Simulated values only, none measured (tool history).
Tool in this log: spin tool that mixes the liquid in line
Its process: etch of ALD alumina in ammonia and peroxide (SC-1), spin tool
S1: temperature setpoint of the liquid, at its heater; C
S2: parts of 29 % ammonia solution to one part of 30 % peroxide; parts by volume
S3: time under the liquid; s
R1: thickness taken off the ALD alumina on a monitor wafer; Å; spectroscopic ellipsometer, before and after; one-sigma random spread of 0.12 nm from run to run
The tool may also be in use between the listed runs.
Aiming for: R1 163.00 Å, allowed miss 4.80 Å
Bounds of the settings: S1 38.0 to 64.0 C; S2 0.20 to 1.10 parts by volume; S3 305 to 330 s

run 1 hour=0.0 | S1=48.0 S2=0.60 S3=305 | R1=138.89
run 2 hour=6.4 | S1=45.5 S2=0.60 S3=305 | R1=119.09
run 3 hour=11.5 | S1=47.5 S2=0.60 S3=305 | R1=134.04
run 4 hour=20.4 | S1=48.5 S2=0.60 S3=305 | R1=142.65
run 5 hour=25.9 | S1=49.5 S2=0.60 S3=305 | R1=150.88
run 6 hour=28.8 | S1=47.0 S2=0.60 S3=305 | R1=132.01
run 7 hour=36.7 | S1=48.5 S2=0.60 S3=305 | R1=142.00
run 8 hour=42.5 | S1=49.5 S2=0.60 S3=305 | R1=153.29
run 9 hour=46.4 | S1=50.0 S2=0.60 S3=305 | R1=156.31

Pick the move, out of 4, that brings all results within their allowed miss; only one does.
run A hour=50.3 | S1=48.5 S2=0.65 S3=305 | R1=?
run B hour=50.3 | S1=50.0 S2=0.75 S3=330 | R1=?
run C hour=50.3 | S1=48.0 S2=0.75 S3=325 | R1=?
run D hour=50.3 | S1=50.5 S2=0.80 S3=305 | R1=?

move=A R1=145.23
move=B R1=173.05
move=C R1=152.57
move=D R1=165.41
A: the biggest miss grows against the last run
B: takes the biggest miss from the last run beyond its target
C: the biggest miss grows against the last run
D: in spec on every target
So the answer is move D, the one that meets all the targets.
